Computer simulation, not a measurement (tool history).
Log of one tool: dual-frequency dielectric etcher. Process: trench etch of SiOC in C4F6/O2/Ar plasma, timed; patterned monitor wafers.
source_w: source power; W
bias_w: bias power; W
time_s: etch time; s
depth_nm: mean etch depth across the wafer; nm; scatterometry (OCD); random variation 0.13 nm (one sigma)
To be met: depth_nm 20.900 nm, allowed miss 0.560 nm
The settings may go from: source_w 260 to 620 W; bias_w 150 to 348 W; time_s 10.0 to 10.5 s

run,hour,source_w,bias_w,time_s,depth_nm
1,0.0,440,249,10.5,28.568
2,8.2,500,249,10.5,30.267
3,12.9,500,249,10.5,30.475
4,16.1,580,249,10.5,32.756
5,18.7,580,206,10.5,31.150
6,24.1,580,166,10.5,29.506
7,30.0,480,161,10.5,26.566
8,33.6,410,157,10.5,24.333
9,34.7,370,155,10.5,22.761
10,39.3,350,153,10.5,21.789

4 next moves are on the table. One of them brings every result within its allowed miss. Which?
A,43.9,370,151,10.5,?
B,43.9,360,154,10.5,?
C,43.9,360,180,10.5,?
D,43.9,340,182,10.0,?

move,depth_nm
A,22.243
B,21.959
C,22.831
D,21.005
A: further off than the last run
B: further off than the last run
C: further off than the last run
D: meets every target
The right move is D.
